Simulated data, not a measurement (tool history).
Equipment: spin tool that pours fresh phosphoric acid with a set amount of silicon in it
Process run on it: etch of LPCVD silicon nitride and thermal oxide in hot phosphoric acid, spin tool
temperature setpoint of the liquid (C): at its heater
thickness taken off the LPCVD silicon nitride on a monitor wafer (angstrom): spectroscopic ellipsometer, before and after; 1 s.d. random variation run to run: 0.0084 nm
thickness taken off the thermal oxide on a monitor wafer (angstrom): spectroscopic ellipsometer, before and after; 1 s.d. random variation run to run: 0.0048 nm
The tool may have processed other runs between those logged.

run	hour	temperature setpoint of the liquid (C)	silicon dissolved in the acid as it is poured (mg a litre)	time under the liquid (s)	thickness taken off the LPCVD silicon nitride on a monitor wafer (angstrom)	thickness taken off the thermal oxide on a monitor wafer (angstrom)
1	0	162	9.5	75	70.929	1.68
2	7.6	162	6.5	75	70.828	1.5225
3	13.2	160.5	6.5	75	67.948	1.6619
4	18	162	6.5	75	71.474	1.8138
5	21.4	160.5	10.5	60	53.742	1.1602
6	29	159.5	13.5	45	38.802	0.62683
7	31.1	159	16	35	29.98	0.5324
8	34.6	158.5	17.5	30	25.193	0.4949
9	42	158	18.5	25	20.652	0.32762
10	45.9	158	19	25	20.614	0.41268
# hour 49.5: thermometer replaced
11	49.5	157.5	19.5	25	21.243	0.38263
12	50.4	157.5	20	25	21.198	0.36311
13	51.1	157.5	20.5	25	21.25	0.24521

The next listed run, before its measurement:
14	56.8	157.5	19.5	25	?	?

{"run 14": {"thickness taken off the LPCVD silicon nitride on a monitor wafer (angstrom)": 21.231, "thickness taken off the thermal oxide on a monitor wafer (angstrom)": 0.34871}}

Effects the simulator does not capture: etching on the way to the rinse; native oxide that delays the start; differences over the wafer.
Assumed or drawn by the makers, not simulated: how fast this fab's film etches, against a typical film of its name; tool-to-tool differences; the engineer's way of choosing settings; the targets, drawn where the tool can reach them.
